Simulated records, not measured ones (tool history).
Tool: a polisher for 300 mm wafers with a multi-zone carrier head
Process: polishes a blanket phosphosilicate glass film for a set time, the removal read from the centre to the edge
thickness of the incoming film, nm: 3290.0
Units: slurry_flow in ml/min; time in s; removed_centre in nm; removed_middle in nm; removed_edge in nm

{"run": 1, "hour": 0.0, "slurry_flow": 190, "centre_zone": 1, "middle_zone": 1, "edge_zone": 1, "slurry_solids": 1, "time": 55, "removed_centre": 385.69, "removed_middle": 387.24, "removed_edge": 399.68}
{"run": 2, "hour": 1.2, "slurry_flow": 190, "centre_zone": 1, "middle_zone": 1, "edge_zone": 0.96, "slurry_solids": 1, "time": 55, "removed_centre": 382.02, "removed_middle": 381.43, "removed_edge": 392.42}
{"run": 3, "hour": 9.3, "slurry_flow": 190, "centre_zone": 1, "middle_zone": 1, "edge_zone": 0.96, "slurry_solids": 0.9, "time": 55, "removed_centre": 370.85, "removed_middle": 369.76, "removed_edge": 370.89}
{"run": 4, "hour": 13.3, "slurry_flow": 190, "centre_zone": 1, "middle_zone": 1, "edge_zone": 0.92, "slurry_solids": 0.9, "time": 55, "removed_centre": 370.42, "removed_middle": 363.02, "removed_edge": 364.21}
{"run": 5, "hour": 17.5, "slurry_flow": 195, "centre_zone": 1.01, "middle_zone": 1, "edge_zone": 0.94, "slurry_solids": 0.95, "time": 55, "removed_centre": 379.77, "removed_middle": 384.58, "removed_edge": 379.93}
{"run": 6, "hour": 19.7, "slurry_flow": 200, "centre_zone": 1.03, "middle_zone": 0.99, "edge_zone": 0.96, "slurry_solids": 1, "time": 55, "removed_centre": 395.25, "removed_middle": 391.96, "removed_edge": 398.69}

The next listed run, before its measurement:
{"run": 7, "hour": 27.0, "slurry_flow": 200, "centre_zone": 1.05, "middle_zone": 0.99, "edge_zone": 0.97, "slurry_solids": 1, "time": 55, "removed_centre": "?", "removed_middle": "?", "removed_edge": "?"}

{"run 7": {"removed_centre": 421.3, "removed_middle": 382.25, "removed_edge": 390.06}}
